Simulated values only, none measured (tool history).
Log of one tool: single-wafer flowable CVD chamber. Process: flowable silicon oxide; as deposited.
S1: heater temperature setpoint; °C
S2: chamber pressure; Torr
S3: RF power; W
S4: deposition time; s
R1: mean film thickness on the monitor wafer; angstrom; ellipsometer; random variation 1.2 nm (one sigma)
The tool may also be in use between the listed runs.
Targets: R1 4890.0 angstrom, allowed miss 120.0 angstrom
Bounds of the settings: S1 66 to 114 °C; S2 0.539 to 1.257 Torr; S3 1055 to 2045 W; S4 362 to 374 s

run	hour	S1	S2	S3	S4	R1
1	0.0	90	0.898	1550	362	2810.4
2	8.8	87	0.899	1550	362	3172.2
3	14.6	87	0.899	1550	374	3257.6
4	21.2	95	0.899	1550	374	2420.1
5	28.5	95	1.012	1550	374	2712.7
6	36.7	93	1.013	1550	374	2936.6
7	45.1	91	1.014	1550	374	3169.9
# hour 49.4: thermocouple changed; heater temperature recalibrated
8	49.4	89	1.015	1550	374	4048.0
9	51.6	87	1.015	1550	374	4332.4
10	55.8	86	1.015	1550	374	4471.6

Which of these 4 next moves meets every target?
A	60.0	86	0.924	1530	362	?
B	60.0	88	0.980	1460	370	?
C	60.0	85	0.956	1525	365	?
D	60.0	84	1.105	1355	371	?

move	R1
A	3933.7
B	3910.8
C	4236.8
D	4912.0
A: further off than the last run
B: further off than the last run
C: further off than the last run
D: meets every target
Move D is the one to make.
